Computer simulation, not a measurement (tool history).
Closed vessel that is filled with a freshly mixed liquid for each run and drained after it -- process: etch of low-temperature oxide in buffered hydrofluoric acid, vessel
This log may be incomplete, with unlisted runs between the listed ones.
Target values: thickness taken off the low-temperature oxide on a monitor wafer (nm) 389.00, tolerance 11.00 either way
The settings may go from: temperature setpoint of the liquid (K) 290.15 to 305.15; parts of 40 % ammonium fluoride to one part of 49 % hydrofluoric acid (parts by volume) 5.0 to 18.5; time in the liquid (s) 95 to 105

run	hour	temperature setpoint of the liquid (K)	parts of 40 % ammonium fluoride to one part of 49 % hydrofluoric acid (parts by volume)	time in the liquid (s)	thickness taken off the low-temperature oxide on a monitor wafer (nm)
1	0.0	298.15	11.5	95	573.95
2	3.5	296.65	11.5	95	516.69
3	10.7	299.65	11.5	95	626.45
4	14.7	299.65	9.5	95	742.52
5	17.8	299.65	7.0	95	988.32
6	21.1	299.65	7.0	95	1003.50
7	29.0	297.15	8.0	95	743.95
8	31.3	295.15	8.5	95	630.88
9	33.0	293.65	9.0	95	546.86
10	40.9	292.65	9.5	95	500.12
11	44.8	292.15	10.0	95	468.14
12	51.9	291.65	10.0	95	454.10
13	55.7	291.15	10.0	95	446.78
14	58.3	290.65	10.5	95	419.30

Next run, 4 choices. One meets every target within its allowed miss, the rest don't. Which?
A	60.9	290.15	10.0	95	?
B	60.9	291.65	13.0	105	?
C	60.9	290.65	10.0	100	?
D	60.9	292.15	10.0	95	?

move	thickness taken off the low-temperature oxide on a monitor wafer (nm)
A	423.38
B	394.37
C	458.56
D	474.26
A: moves away from the targets compared with the last run
B: hits every target within its allowed miss
C: moves away from the targets compared with the last run
D: moves away from the targets compared with the last run
The right move is B.

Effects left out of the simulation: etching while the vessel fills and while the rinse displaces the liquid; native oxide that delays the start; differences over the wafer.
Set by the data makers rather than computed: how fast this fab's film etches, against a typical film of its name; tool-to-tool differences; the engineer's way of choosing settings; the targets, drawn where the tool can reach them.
